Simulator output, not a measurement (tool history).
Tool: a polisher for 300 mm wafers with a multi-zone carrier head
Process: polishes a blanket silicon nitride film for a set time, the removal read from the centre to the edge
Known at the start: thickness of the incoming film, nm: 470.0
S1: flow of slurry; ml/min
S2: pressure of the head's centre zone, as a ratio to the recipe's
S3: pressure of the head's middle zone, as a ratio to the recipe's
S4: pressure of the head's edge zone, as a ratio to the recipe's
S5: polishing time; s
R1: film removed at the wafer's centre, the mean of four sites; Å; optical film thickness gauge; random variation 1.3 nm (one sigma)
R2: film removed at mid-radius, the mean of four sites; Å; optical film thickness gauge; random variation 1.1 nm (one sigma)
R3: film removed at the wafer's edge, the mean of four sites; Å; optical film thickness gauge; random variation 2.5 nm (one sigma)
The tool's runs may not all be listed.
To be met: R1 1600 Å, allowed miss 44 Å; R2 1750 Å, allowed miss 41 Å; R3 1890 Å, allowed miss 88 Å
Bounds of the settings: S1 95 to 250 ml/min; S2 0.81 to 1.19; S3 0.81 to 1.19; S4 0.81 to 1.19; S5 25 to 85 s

run,hour,S1,S2,S3,S4,S5,R1,R2,R3
1,0,160,1,1,1,55,1296,1361.5,1399.4
2,5.9,165,1,1.01,1.04,57,1375.6,1420.7,1500.3
3,7.5,175,0.99,1.03,1.07,58,1384.6,1478.3,1547.8
4,9.7,200,0.99,1.03,1.07,58,1402.6,1500.1,1573.6
5,12.4,205,0.99,1.04,1.09,59,1416.7,1550.2,1626.4
6,18.6,210,1,1.05,1.11,60,1463,1588.5,1674.1
7,21.8,215,1,1.06,1.12,61,1510.2,1627.7,1689.8
8,25.3,220,1,1.06,1.13,62,1539.6,1664.7,1737.5
9,33.2,220,1,1.06,1.14,63,1550.8,1701.2,1716.4
10,41.9,220,1,1.06,1.14,63,1546.7,1683.9,1797.4
11,50.2,220,1,1.06,1.15,63,1557.1,1707,1778.7
# hour 51.5: centre zone pressure recalibrated
12,51.5,220,1,1.05,1.16,63,1672.5,1708.3,1765.3
13,54.9,225,0.99,1.05,1.15,63,1685,1679.8,1769.8
14,59.1,220,1.01,1.05,1.15,63,1691.6,1693.3,1729.7

Which of these 5 next moves meets every target?
A,63.3,235,1,1.05,1.1,59,?,?,?
B,63.3,180,1.02,1.06,1.05,67,?,?,?
C,63.3,230,0.89,1.04,1.17,66,?,?,?
D,63.3,250,0.94,1.17,1.13,59,?,?,?
E,63.3,225,0.98,1.13,1.12,60,?,?,?

move,R1,R2,R3
A,1590.2,1601.3,1593.7
B,1781,1780.8,1732.7
C,1591,1773.7,1834.5
D,1512.3,1768.5,1619.5
E,1579.7,1726.4,1627.7
A: brings the result that was furthest off to its target, and leaves another outside
B: further off than the last run
C: meets every target
D: takes the result that was furthest off past its target
E: brings the result that was furthest off to its target, and leaves another outside
Answer: C
